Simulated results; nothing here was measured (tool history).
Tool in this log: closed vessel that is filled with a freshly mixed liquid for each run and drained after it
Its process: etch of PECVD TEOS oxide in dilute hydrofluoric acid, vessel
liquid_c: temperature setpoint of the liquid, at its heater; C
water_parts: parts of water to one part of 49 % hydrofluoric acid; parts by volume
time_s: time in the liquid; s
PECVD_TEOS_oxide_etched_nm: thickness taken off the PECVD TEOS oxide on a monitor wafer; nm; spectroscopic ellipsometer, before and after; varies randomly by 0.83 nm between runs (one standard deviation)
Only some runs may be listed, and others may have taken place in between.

run  hour  liquid_c  water_parts  time_s  PECVD_TEOS_oxide_etched_nm
  1   0.0      22.0          155     985                      53.718
  2   6.5      19.5          155     985                      48.855
  3  13.6      19.5          155     985                      48.169
  4  17.1      21.0          150     985                      53.785
  5  20.2      24.0          150     985                      60.483
  6  27.9      24.5          145     985                      63.396

Predict the results of run 7:
  7  29.9      25.0          140     985                           ?

{"run 7": {"PECVD_TEOS_oxide_etched_nm": 68.515}}
